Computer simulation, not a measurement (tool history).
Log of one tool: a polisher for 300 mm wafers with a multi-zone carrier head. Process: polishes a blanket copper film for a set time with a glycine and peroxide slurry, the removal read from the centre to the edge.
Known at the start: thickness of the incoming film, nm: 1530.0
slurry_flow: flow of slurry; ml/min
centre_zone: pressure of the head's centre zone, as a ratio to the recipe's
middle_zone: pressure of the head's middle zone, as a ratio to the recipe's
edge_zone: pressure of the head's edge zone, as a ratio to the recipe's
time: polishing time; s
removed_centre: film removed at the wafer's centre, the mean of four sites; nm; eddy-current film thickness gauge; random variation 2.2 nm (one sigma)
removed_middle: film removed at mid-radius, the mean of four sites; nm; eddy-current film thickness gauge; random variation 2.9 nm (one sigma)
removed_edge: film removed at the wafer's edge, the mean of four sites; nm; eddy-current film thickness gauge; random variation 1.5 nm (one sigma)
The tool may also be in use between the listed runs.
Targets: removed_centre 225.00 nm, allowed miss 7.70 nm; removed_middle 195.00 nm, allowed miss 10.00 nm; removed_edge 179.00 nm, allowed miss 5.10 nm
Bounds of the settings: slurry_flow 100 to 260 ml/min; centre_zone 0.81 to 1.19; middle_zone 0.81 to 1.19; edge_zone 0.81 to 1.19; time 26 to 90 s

run	day	slurry_flow	centre_zone	middle_zone	edge_zone	time	removed_centre	removed_middle	removed_edge
1	0.000	165	1.00	1.00	1.00	58	216.69	210.80	224.52
2	0.333	165	1.00	0.92	1.00	58	215.62	195.43	224.70
3	0.704	160	1.02	0.94	0.97	57	215.03	196.87	214.38
4	0.850	160	1.02	0.94	1.01	57	211.77	195.39	217.85
5	1.042	160	1.05	0.94	1.01	57	217.26	198.46	217.36
6	1.288	160	1.05	0.94	0.96	57	218.63	192.88	216.85
7	1.458	195	1.15	1.04	0.86	44	191.35	167.82	161.65
8	1.483	200	1.16	1.05	0.86	45	198.42	175.83	164.41
9	1.812	205	1.16	1.05	0.86	45	200.31	171.34	165.10
10	2.162	210	1.16	1.06	0.87	45	203.71	172.83	167.42
11	2.304	210	1.16	1.07	0.87	45	203.30	177.04	164.76
12	2.583	210	1.16	1.08	0.88	45	200.76	173.11	165.12
13	2.908	210	1.16	1.08	0.88	46	203.49	176.79	168.99
14	3.121	215	1.16	1.09	0.88	47	214.54	188.76	175.71
15	3.233	220	1.16	1.09	0.88	47	209.32	186.65	174.26
16	3.450	220	1.16	1.09	0.87	47	216.18	189.57	175.36
17	3.488	230	1.16	1.09	0.87	47	212.13	187.93	175.97
# day 3.529: edge zone pressure recalibrated
18	3.529	230	1.18	1.10	0.87	48	219.28	196.85	169.79
19	3.604	230	1.18	1.09	0.88	48	222.84	196.88	171.20
20	3.938	225	1.18	1.08	0.88	48	222.85	193.02	168.19
21	4.079	225	1.18	1.08	0.89	48	218.62	190.88	172.23

5 next moves are on the table. One of them brings every result within its allowed miss. Which?
A	4.221	175	1.09	0.94	0.91	54	?	?	?
B	4.221	225	1.13	1.14	0.86	48	?	?	?
C	4.221	180	1.15	1.05	0.87	52	?	?	?
D	4.221	185	1.09	1.03	0.84	50	?	?	?
E	4.221	260	1.09	1.15	0.81	47	?	?	?

move	removed_centre	removed_middle	removed_edge
A	217.97	183.42	190.21
B	210.15	196.43	169.21
C	222.92	192.96	179.86
D	204.13	183.75	170.87
E	202.46	197.22	163.54
A: takes the result that was furthest off past its target
B: further off than the last run
C: meets every target
D: further off than the last run
E: further off than the last run
Answer: C
